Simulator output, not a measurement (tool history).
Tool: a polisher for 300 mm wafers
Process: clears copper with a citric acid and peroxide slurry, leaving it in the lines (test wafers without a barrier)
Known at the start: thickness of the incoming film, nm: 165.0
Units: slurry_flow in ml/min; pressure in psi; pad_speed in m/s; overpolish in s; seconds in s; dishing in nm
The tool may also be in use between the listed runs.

run 1 hour=0 | slurry_flow=275 pressure=2.8 pad_speed=1.02 slurry_solids=1 overpolish=29 | seconds=74.984 dishing=42.167
run 2 hour=8 | slurry_flow=275 pressure=2.5 pad_speed=1.02 slurry_solids=1 overpolish=33 | seconds=84.449 dishing=42.26
run 3 hour=16.2 | slurry_flow=300 pressure=2.5 pad_speed=1.02 slurry_solids=1 overpolish=33 | seconds=82.676 dishing=43.024
run 4 hour=17.4 | slurry_flow=300 pressure=2.5 pad_speed=1.22 slurry_solids=1 overpolish=33 | seconds=69.048 dishing=49.448
run 5 hour=19 | slurry_flow=300 pressure=2.2 pad_speed=1.2 slurry_solids=1 overpolish=36 | seconds=80.292 dishing=46.812
run 6 hour=27.2 | slurry_flow=300 pressure=2.2 pad_speed=1.2 slurry_solids=1 overpolish=24 | seconds=79.908 dishing=34.322
run 7 hour=29.1 | slurry_flow=300 pressure=2 pad_speed=1.18 slurry_solids=1 overpolish=29 | seconds=89.955 dishing=37.121
run 8 hour=36.8 | slurry_flow=295 pressure=1.8 pad_speed=1.18 slurry_solids=1 overpolish=32 | seconds=99.813 dishing=37.091
run 9 hour=44.1 | slurry_flow=280 pressure=1.4 pad_speed=1.18 slurry_solids=1 overpolish=44 | seconds=128.6 dishing=36.073

Run 10 comes next. What will it give?
run 10 hour=50.4 | slurry_flow=295 pressure=1.4 pad_speed=1.18 slurry_solids=1 overpolish=45 | seconds=? dishing=?

{"run 10": {"seconds": 126.17, "dishing": 37.607}}
